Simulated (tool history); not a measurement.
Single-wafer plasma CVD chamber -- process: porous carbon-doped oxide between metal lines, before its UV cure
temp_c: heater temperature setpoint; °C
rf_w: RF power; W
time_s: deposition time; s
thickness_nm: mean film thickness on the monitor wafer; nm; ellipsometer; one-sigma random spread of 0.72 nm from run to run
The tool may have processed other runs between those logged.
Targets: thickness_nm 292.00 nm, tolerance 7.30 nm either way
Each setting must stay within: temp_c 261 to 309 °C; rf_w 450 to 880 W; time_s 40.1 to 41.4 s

{"run": 1, "hour": 0.0, "temp_c": 285, "rf_w": 665, "time_s": 40.1, "thickness_nm": 250.9}
{"run": 2, "hour": 2.5, "temp_c": 289, "rf_w": 665, "time_s": 40.1, "thickness_nm": 245.29}
{"run": 3, "hour": 7.3, "temp_c": 282, "rf_w": 665, "time_s": 40.1, "thickness_nm": 255.32}
{"run": 4, "hour": 12.8, "temp_c": 280, "rf_w": 670, "time_s": 40.1, "thickness_nm": 260.6}
{"run": 5, "hour": 16.7, "temp_c": 280, "rf_w": 745, "time_s": 40.1, "thickness_nm": 279.64}
{"run": 6, "hour": 25.6, "temp_c": 291, "rf_w": 745, "time_s": 40.1, "thickness_nm": 258.65}
{"run": 7, "hour": 30.8, "temp_c": 289, "rf_w": 750, "time_s": 40.1, "thickness_nm": 263.28}
{"run": 8, "hour": 33.5, "temp_c": 287, "rf_w": 755, "time_s": 40.1, "thickness_nm": 270.09}
{"run": 9, "hour": 37.3, "temp_c": 286, "rf_w": 760, "time_s": 40.1, "thickness_nm": 270.1}
{"run": 10, "hour": 42.8, "temp_c": 285, "rf_w": 765, "time_s": 40.1, "thickness_nm": 274.68}
{"run": 11, "hour": 44.4, "temp_c": 284, "rf_w": 765, "time_s": 40.1, "thickness_nm": 275.62}

Below are 5 possible settings for the next run. Only one of them brings all results inside the allowed miss of their targets. Which is it?
{"run": "A", "hour": 46.0, "temp_c": 293, "rf_w": 860, "time_s": 40.1, "thickness_nm": "?"}
{"run": "B", "hour": 46.0, "temp_c": 290, "rf_w": 870, "time_s": 40.7, "thickness_nm": "?"}
{"run": "C", "hour": 46.0, "temp_c": 292, "rf_w": 780, "time_s": 40.6, "thickness_nm": "?"}
{"run": "D", "hour": 46.0, "temp_c": 284, "rf_w": 750, "time_s": 40.1, "thickness_nm": "?"}
{"run": "E", "hour": 46.0, "temp_c": 286, "rf_w": 720, "time_s": 41.4, "thickness_nm": "?"}

move=A thickness_nm=280.82
move=B thickness_nm=292.68
move=C thickness_nm=268.77
move=D thickness_nm=273.33
move=E thickness_nm=270.96
A: better than the last run, though not everything is in spec
B: each result inside its tolerance
C: further off than the last run
D: further off than the last run
E: further off than the last run
B meets every target.

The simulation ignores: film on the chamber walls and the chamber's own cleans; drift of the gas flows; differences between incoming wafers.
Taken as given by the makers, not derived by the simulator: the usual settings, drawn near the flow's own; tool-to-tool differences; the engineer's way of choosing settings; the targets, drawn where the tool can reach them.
